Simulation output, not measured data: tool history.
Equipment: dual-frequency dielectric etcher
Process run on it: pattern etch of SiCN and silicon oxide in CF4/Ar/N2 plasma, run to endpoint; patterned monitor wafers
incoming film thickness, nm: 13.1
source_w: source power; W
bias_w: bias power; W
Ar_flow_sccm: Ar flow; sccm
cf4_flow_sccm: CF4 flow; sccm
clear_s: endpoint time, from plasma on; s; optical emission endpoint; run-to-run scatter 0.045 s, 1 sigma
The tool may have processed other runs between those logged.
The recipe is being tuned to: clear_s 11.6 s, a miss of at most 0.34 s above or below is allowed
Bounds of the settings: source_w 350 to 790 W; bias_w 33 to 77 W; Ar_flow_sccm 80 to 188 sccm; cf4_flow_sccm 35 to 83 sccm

run,hour,source_w,bias_w,Ar_flow_sccm,cf4_flow_sccm,clear_s
1,0,570,55,134,59,14.53
2,1.6,610,56,133,59,13.591
3,8.5,610,56,149,59,13.903
4,17.3,610,56,131,59,13.648
5,21.9,640,57,130,59,12.966
6,29.1,660,57,130,59,12.643
7,33.5,680,57,130,59,12.336
8,40.9,690,57,130,59,12.218
9,43.2,700,57,130,59,12.015

Next run, 5 choices. One meets every target within its allowed miss, the rest don't. Which?
A,45.5,730,42,141,68,?
B,45.5,720,59,137,62,?
C,45.5,660,58,130,59,?
D,45.5,760,60,142,67,?
E,45.5,720,55,137,53,?

move,clear_s
A,12.707
B,11.596
C,12.568
D,10.906
E,12.301
A: further off than the last run
B: every result within its allowed miss
C: further off than the last run
D: pushes the last run's worst result past its target
E: further off than the last run
Move B is the one to make.
